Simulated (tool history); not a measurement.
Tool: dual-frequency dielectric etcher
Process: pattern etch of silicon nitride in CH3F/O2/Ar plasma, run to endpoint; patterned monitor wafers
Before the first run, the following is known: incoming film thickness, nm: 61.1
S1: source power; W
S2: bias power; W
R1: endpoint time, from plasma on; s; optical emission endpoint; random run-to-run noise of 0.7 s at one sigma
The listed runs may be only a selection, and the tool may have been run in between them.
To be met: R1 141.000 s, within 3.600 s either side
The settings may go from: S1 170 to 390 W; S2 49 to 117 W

run	hour	S1	S2	R1
1	0.0	280	83	105.620
2	4.4	280	94	99.266
3	5.4	270	89	103.790
4	13.6	270	80	111.590
5	14.7	260	79	114.020
6	15.6	250	78	116.500
7	21.7	240	77	120.170
8	26.3	230	76	124.510
# hour 32.6: bias power generator calibrated
9	32.6	220	76	125.100

4 next moves are on the table. One of them brings every result within its allowed miss. Which?
A	38.9	230	58	?
B	38.9	220	105	?
C	38.9	250	75	?
D	38.9	220	88	?

move	R1
A	141.070
B	106.610
C	116.920
D	116.540
A: every result within its allowed miss
B: the biggest miss grows against the last run
C: the biggest miss grows against the last run
D: the biggest miss grows against the last run
Answer: A

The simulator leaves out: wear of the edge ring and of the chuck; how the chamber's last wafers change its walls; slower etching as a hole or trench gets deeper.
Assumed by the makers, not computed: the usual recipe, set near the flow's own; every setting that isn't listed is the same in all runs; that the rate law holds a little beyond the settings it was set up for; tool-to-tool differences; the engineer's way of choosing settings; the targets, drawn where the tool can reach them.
